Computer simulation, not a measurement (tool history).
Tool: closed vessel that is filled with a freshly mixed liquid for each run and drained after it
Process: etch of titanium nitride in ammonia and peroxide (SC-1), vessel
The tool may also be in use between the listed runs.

| run | hour | temperature setpoint of the liquid (°C) | parts of water to one part of 30 % peroxide (parts by volume) | parts of 29 % ammonia solution to one part of 30 % peroxide (parts by volume) | time in the liquid (s) | thickness taken off the titanium nitride on a monitor wafer (Å) |
|---|---|---|---|---|---|---|
| 1 | 0.0 | 61.0 | 29.0 | 0.70 | 40 | 27.606 |
| 2 | 7.4 | 61.0 | 37.5 | 0.70 | 40 | 23.799 |
| 3 | 14.9 | 67.0 | 37.5 | 0.70 | 40 | 34.949 |
| 4 | 19.5 | 62.0 | 37.5 | 0.70 | 40 | 25.621 |
| 5 | 23.0 | 64.5 | 34.0 | 0.70 | 40 | 31.578 |
| 6 | 29.3 | 64.5 | 34.0 | 0.95 | 40 | 33.926 |

Predict the results of run 7:
| 7 | 33.5 | 64.5 | 34.0 | 0.95 | 40 | ? |

Run 7 came out at thickness taken off the titanium nitride on a monitor wafer (Å) 33.279.
